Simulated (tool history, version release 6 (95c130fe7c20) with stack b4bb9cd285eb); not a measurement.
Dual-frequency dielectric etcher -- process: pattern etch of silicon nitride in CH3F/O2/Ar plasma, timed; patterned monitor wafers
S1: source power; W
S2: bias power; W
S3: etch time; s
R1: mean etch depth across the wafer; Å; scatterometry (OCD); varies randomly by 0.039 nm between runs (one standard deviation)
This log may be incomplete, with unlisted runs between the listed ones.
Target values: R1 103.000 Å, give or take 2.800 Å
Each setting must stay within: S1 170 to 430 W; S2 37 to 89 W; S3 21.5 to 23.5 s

run	hour	S1	S2	S3	R1
1	0.0	300	63	23.5	140.250
2	6.5	300	54	23.5	135.430
3	10.8	300	54	21.5	123.200
4	19.0	300	48	21.5	119.070
5	22.1	260	48	21.5	109.940
6	26.1	260	59	21.5	116.530
7	28.6	250	59	21.5	113.400
8	34.6	240	59	21.5	110.540
9	38.9	190	57	21.5	94.240
10	40.0	230	58	21.5	107.860
11	44.2	230	58	21.5	108.030
12	51.0	200	56	21.5	97.780

Which one of the following 4 next-run settings gets every result inside its allowed miss? There is exactly one.
A	57.8	220	45	22.5	?
B	57.8	190	56	22.0	?
C	57.8	180	61	22.5	?
D	57.8	180	57	22.5	?

move	R1
A	102.640
B	95.607
C	95.218
D	93.424
A: every result lands within tolerance
B: moves away from the targets compared with the last run
C: moves away from the targets compared with the last run
D: moves away from the targets compared with the last run
Correct choice: A, which meets every target
